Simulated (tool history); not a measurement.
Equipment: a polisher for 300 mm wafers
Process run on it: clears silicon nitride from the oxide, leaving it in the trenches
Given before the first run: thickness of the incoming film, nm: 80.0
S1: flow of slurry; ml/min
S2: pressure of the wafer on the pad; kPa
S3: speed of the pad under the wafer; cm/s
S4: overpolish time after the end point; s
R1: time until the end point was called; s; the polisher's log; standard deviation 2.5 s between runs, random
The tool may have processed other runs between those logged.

Run 1, day 0: S1 270 ml/min, S2 15.9 kPa, S3 128 cm/s, S4 19 s. Result: R1 93.744 s.
Run 2, day 0.067: S1 310 ml/min, S2 15.9 kPa, S3 128 cm/s, S4 19 s. Result: R1 95.629 s.
Run 3, day 0.158: S1 260 ml/min, S2 15.9 kPa, S3 128 cm/s, S4 19 s. Result: R1 98.793 s.
Run 4, day 0.471: S1 260 ml/min, S2 15.2 kPa, S3 126 cm/s, S4 19 s. Result: R1 101.65 s.
Run 5, day 0.525: S1 260 ml/min, S2 15.2 kPa, S3 106 cm/s, S4 19 s. Result: R1 123.8 s.
Run 6, day 0.729: S1 260 ml/min, S2 15.2 kPa, S3 124 cm/s, S4 19 s. Result: R1 107.78 s.

Run 7 is up next; what results do you expect?
Run 7, day 0.988: S1 260 ml/min, S2 14.5 kPa, S3 124 cm/s, S4 19 s. Result: R1 ?.

For run 7 the tool returned R1 113.78 s.
